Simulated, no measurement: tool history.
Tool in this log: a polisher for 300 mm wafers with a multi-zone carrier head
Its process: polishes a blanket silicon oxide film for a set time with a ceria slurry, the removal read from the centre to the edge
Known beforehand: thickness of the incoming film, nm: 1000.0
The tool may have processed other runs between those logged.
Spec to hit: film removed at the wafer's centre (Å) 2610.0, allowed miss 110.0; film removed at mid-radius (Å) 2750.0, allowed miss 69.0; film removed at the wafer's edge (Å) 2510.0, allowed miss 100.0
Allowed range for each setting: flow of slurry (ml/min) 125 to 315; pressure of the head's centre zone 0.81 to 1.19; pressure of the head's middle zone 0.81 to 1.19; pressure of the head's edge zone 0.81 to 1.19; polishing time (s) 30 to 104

run  hour  flow of slurry (ml/min)  pressure of the head's centre zone  pressure of the head's middle zone  pressure of the head's edge zone  polishing time (s)  film removed at the wafer's centre (Å)  film removed at mid-radius (Å)  film removed at the wafer's edge (Å)
  1   0.0                      205                                1.00                                1.00                              1.00                  67                                  4027.1                          4288.8                                4205.4
  2   3.4                      205                                1.00                                0.92                              1.00                  67                                  4203.9                          3941.2                                4235.5
  3   7.8                      205                                1.00                                0.92                              1.00                  75                                  4607.0                          4413.8                                4742.2
  4  15.2                      205                                0.98                                0.94                              0.95                  62                                  3737.9                          3732.6                                3866.7
  5  19.2                      205                                0.98                                0.94                              0.95                  71                                  4210.5                          4334.8                                4378.2
  6  25.9                      205                                0.98                                0.94                              1.00                  71                                  4306.4                          4237.3                                4451.1
  7  31.8                      210                                1.01                                0.96                              0.94                  58                                  3558.8                          3573.5                                3612.4
  8  38.0                      205                                1.03                                0.98                              0.90                  51                                  3271.3                          3195.2                                3092.9
  9  42.9                      190                                1.01                                0.99                              0.87                  48                                  2934.7                          2974.4                                2858.7
 10  51.4                      190                                1.01                                0.99                              0.87                  48                                  2961.6                          3005.1                                2858.4

Consider the 4 candidate settings below. Which is the only one whose results all fall within their allowed miss of target?
  A  59.9                      220                                0.89                                1.01                              0.97                  47                                       ?                               ?                                     ?
  B  59.9                      190                                1.08                                0.92                              0.87                  43                                       ?                               ?                                     ?
  C  59.9                      190                                1.00                                1.02                              0.86                  43                                       ?                               ?                                     ?
  D  59.9                      200                                0.84                                1.05                              0.93                  50                                       ?                               ?                                     ?

move  film removed at the wafer's centre (Å)  film removed at mid-radius (Å)  film removed at the wafer's edge (Å)
   A                                  2605.4                          3046.3                                3005.6
   B                                  2822.4                          2516.7                                2573.9
   C                                  2613.7                          2745.8                                2557.1
   D                                  2573.8                          3302.5                                3099.7
A: its largest miss is bigger than the last run's
B: pushes the last run's worst result past its target
C: every result lands within tolerance
D: its largest miss is bigger than the last run's
Move C is the one to make.
